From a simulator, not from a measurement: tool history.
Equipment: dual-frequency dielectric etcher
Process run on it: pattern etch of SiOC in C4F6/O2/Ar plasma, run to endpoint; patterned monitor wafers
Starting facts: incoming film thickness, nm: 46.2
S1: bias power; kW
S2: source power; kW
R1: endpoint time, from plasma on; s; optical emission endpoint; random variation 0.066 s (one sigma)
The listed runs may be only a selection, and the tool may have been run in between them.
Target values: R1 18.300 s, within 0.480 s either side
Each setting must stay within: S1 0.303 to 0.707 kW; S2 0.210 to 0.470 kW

Run 1, day 0.000: S1 0.505 kW, S2 0.340 kW. Result: R1 16.026 s.
Run 2, day 0.033: S1 0.505 kW, S2 0.320 kW. Result: R1 16.291 s.
Run 3, day 0.238: S1 0.505 kW, S2 0.360 kW. Result: R1 15.872 s.
Run 4, day 0.550: S1 0.505 kW, S2 0.390 kW. Result: R1 15.320 s.
Run 5, day 0.662: S1 0.505 kW, S2 0.420 kW. Result: R1 15.062 s.
Run 6, day 0.925: S1 0.439 kW, S2 0.420 kW. Result: R1 15.621 s.
At day 1.029: source power generator calibrated.
Run 7, day 1.029: S1 0.439 kW, S2 0.420 kW. Result: R1 15.842 s.
Run 8, day 1.171: S1 0.421 kW, S2 0.410 kW. Result: R1 16.206 s.

5 next moves are on the table. One of them brings every result within its allowed miss. Which?
Run A, day 1.312: S1 0.469 kW, S2 0.430 kW. Result: R1 ?.
Run B, day 1.312: S1 0.594 kW, S2 0.430 kW. Result: R1 ?.
Run C, day 1.312: S1 0.352 kW, S2 0.320 kW. Result: R1 ?.
Run D, day 1.312: S1 0.660 kW, S2 0.470 kW. Result: R1 ?.
Run E, day 1.312: S1 0.529 kW, S2 0.430 kW. Result: R1 ?.

move      R1
   A  15.447
   B  14.410
   C  18.351
   D  13.551
   E  14.919
A: lands further from the targets than the last run did
B: lands further from the targets than the last run did
C: every result within its allowed miss
D: lands further from the targets than the last run did
E: lands further from the targets than the last run did
So the answer is move C, the one that meets all the targets.
